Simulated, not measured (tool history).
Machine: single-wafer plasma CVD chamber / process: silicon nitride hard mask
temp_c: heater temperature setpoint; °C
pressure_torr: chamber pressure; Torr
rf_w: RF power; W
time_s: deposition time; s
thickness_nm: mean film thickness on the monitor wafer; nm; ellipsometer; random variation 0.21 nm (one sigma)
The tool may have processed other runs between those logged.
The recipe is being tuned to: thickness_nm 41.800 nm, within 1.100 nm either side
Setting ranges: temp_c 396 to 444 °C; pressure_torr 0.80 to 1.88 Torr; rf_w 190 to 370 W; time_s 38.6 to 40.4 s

| run | hour | temp_c | pressure_torr | rf_w | time_s | thickness_nm |
|---|---|---|---|---|---|---|
| 1 | 0.0 | 420 | 1.34 | 280 | 40.4 | 46.023 |
| 2 | 6.7 | 420 | 1.27 | 275 | 40.4 | 45.502 |
| 3 | 14.2 | 415 | 1.27 | 275 | 40.4 | 45.145 |
| 4 | 19.4 | 415 | 1.27 | 290 | 40.4 | 46.181 |
| 5 | 22.8 | 411 | 1.27 | 290 | 40.4 | 46.168 |
| 6 | 27.2 | 411 | 1.20 | 285 | 40.3 | 45.571 |
| 7 | 28.3 | 411 | 1.18 | 275 | 40.1 | 44.034 |
| 8 | 29.5 | 411 | 1.15 | 270 | 40.0 | 43.198 |
| 9 | 32.2 | 411 | 1.13 | 270 | 40.0 | 43.379 |

Below are 5 possible settings for the next run. Only one of them brings all results inside the allowed miss of their targets. Which is it?
| A | 34.9 | 407 | 1.16 | 240 | 38.6 | ? |
| B | 34.9 | 418 | 1.24 | 290 | 39.4 | ? |
| C | 34.9 | 412 | 1.01 | 275 | 39.4 | ? |
| D | 34.9 | 407 | 0.96 | 260 | 38.6 | ? |
| E | 34.9 | 408 | 1.12 | 285 | 40.4 | ? |

| move | thickness_nm |
|---|---|
| A | 39.345 |
| B | 44.699 |
| C | 41.225 |
| D | 38.794 |
| E | 44.377 |
A: takes the result that was furthest off past its target
B: its largest miss is bigger than the last run's
C: all results land within tolerance of their targets
D: takes the result that was furthest off past its target
E: its largest miss is bigger than the last run's
Move C is the one to make.
